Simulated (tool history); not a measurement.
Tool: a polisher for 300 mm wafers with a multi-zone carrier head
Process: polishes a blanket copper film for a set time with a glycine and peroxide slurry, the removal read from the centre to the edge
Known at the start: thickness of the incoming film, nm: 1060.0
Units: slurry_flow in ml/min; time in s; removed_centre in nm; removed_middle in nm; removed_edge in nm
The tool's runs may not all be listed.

{"run": 1, "day": 0.0, "slurry_flow": 185, "centre_zone": 1.0, "middle_zone": 1.0, "edge_zone": 1.0, "time": 73, "removed_centre": 396.13, "removed_middle": 389.63, "removed_edge": 379.48}
{"run": 2, "day": 0.175, "slurry_flow": 180, "centre_zone": 0.98, "middle_zone": 0.99, "edge_zone": 0.99, "time": 69, "removed_centre": 361.38, "removed_middle": 362.07, "removed_edge": 364.63}
{"run": 3, "day": 0.304, "slurry_flow": 180, "centre_zone": 0.98, "middle_zone": 0.99, "edge_zone": 0.99, "time": 80, "removed_centre": 418.89, "removed_middle": 423.07, "removed_edge": 424.64}
{"run": 4, "day": 0.55, "slurry_flow": 175, "centre_zone": 0.97, "middle_zone": 0.99, "edge_zone": 0.98, "time": 75, "removed_centre": 394.75, "removed_middle": 400.43, "removed_edge": 389.42}
{"run": 5, "day": 0.571, "slurry_flow": 175, "centre_zone": 0.97, "middle_zone": 0.92, "edge_zone": 0.98, "time": 75, "removed_centre": 385.3, "removed_middle": 372.13, "removed_edge": 381.65}
{"run": 6, "day": 0.788, "slurry_flow": 170, "centre_zone": 0.95, "middle_zone": 0.91, "edge_zone": 0.97, "time": 71, "removed_centre": 357.38, "removed_middle": 341.08, "removed_edge": 361.7}
{"run": 7, "day": 0.979, "slurry_flow": 170, "centre_zone": 0.94, "middle_zone": 0.92, "edge_zone": 0.96, "time": 67, "removed_centre": 332.79, "removed_middle": 329.48, "removed_edge": 346.86}
{"run": 8, "day": 1.117, "slurry_flow": 165, "centre_zone": 0.94, "middle_zone": 0.92, "edge_zone": 0.95, "time": 63, "removed_centre": 316.43, "removed_middle": 306.34, "removed_edge": 315.44}
{"run": 9, "day": 1.154, "slurry_flow": 165, "centre_zone": 0.93, "middle_zone": 0.92, "edge_zone": 0.95, "time": 60, "removed_centre": 299.17, "removed_middle": 291.95, "removed_edge": 305.63}
{"run": 10, "day": 1.296, "slurry_flow": 165, "centre_zone": 0.93, "middle_zone": 0.92, "edge_zone": 0.95, "time": 60, "removed_centre": 292.95, "removed_middle": 290.44, "removed_edge": 300.71}

Forecast run 11:
{"run": 11, "day": 1.596, "slurry_flow": 160, "centre_zone": 0.92, "middle_zone": 0.92, "edge_zone": 0.94, "time": 58, "removed_centre": "?", "removed_middle": "?", "removed_edge": "?"}

{"run 11": {"removed_centre": 276.2, "removed_middle": 278.65, "removed_edge": 294.71}}

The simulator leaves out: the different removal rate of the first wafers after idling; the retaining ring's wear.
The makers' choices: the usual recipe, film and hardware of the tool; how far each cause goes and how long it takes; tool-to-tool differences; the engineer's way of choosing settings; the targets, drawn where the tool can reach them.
